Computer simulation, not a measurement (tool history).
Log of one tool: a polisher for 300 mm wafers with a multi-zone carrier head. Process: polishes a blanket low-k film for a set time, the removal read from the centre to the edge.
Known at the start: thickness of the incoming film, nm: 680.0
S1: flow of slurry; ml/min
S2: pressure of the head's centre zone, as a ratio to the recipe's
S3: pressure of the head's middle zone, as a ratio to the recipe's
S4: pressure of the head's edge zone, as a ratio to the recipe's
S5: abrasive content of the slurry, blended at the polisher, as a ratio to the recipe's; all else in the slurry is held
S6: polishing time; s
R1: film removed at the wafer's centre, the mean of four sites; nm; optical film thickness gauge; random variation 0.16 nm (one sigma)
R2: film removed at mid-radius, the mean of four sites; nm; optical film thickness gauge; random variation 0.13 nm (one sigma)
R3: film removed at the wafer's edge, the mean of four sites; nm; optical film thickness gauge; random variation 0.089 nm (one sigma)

Run 1, day 0.000: S1 125 ml/min, S2 1.00, S3 1.00, S4 1.00, S5 1.00, S6 79 s. Result: R1 25.6030 nm, R2 22.758 nm, R3 23.1350 nm.
Run 2, day 0.146: S1 120 ml/min, S2 1.00, S3 0.99, S4 0.98, S5 0.90, S6 71 s. Result: R1 20.9480 nm, R2 19.153 nm, R3 18.8510 nm.
Run 3, day 0.342: S1 120 ml/min, S2 1.00, S3 0.99, S4 0.98, S5 0.70, S6 71 s. Result: R1 16.7900 nm, R2 15.210 nm, R3 15.6350 nm.
Run 4, day 0.712: S1 120 ml/min, S2 1.00, S3 1.07, S4 0.98, S5 0.70, S6 71 s. Result: R1 17.2660 nm, R2 16.439 nm, R3 15.8040 nm.
Run 5, day 0.908: S1 115 ml/min, S2 1.01, S3 1.04, S4 0.96, S5 0.65, S6 68 s. Result: R1 15.6100 nm, R2 14.150 nm, R3 14.0070 nm.
Run 6, day 1.046: S1 115 ml/min, S2 1.01, S3 1.04, S4 1.04, S5 0.65, S6 68 s. Result: R1 14.8210 nm, R2 13.872 nm, R3 14.2570 nm.

Forecast run 7:
Run 7, day 1.179: S1 105 ml/min, S2 1.03, S3 0.98, S4 0.94, S5 0.50, S6 46 s. Result: R1 ?, R2 ?, R3 ?.

R1: 7.4626 nm
R2: 6.521 nm
R3: 6.5503 nm
